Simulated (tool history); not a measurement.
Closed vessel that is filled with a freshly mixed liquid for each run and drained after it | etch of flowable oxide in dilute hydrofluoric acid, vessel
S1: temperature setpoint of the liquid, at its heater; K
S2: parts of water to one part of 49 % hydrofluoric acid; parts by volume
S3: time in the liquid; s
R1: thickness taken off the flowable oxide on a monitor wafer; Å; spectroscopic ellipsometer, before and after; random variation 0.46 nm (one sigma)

Run 1, hour 0: S1 297.15 K, S2 185 parts by volume, S3 325 s. Result: R1 566.35 Å.
Run 2, hour 8.1: S1 298.65 K, S2 180 parts by volume, S3 325 s. Result: R1 616.82 Å.
Run 3, hour 11.6: S1 300.65 K, S2 180 parts by volume, S3 325 s. Result: R1 667.65 Å.
Run 4, hour 19.7: S1 301.65 K, S2 175 parts by volume, S3 325 s. Result: R1 706.84 Å.
Run 5, hour 23.6: S1 301.65 K, S2 175 parts by volume, S3 325 s. Result: R1 712.22 Å.
Run 6, hour 25: S1 299.65 K, S2 175 parts by volume, S3 325 s. Result: R1 662.02 Å.
Run 7, hour 29.3: S1 300.65 K, S2 170 parts by volume, S3 325 s. Result: R1 716.13 Å.

Run 8 comes next. What will it give?
Run 8, hour 38.3: S1 301.65 K, S2 165 parts by volume, S3 325 s. Result: R1 ?.

{"run 8": {"R1": 756.82}}
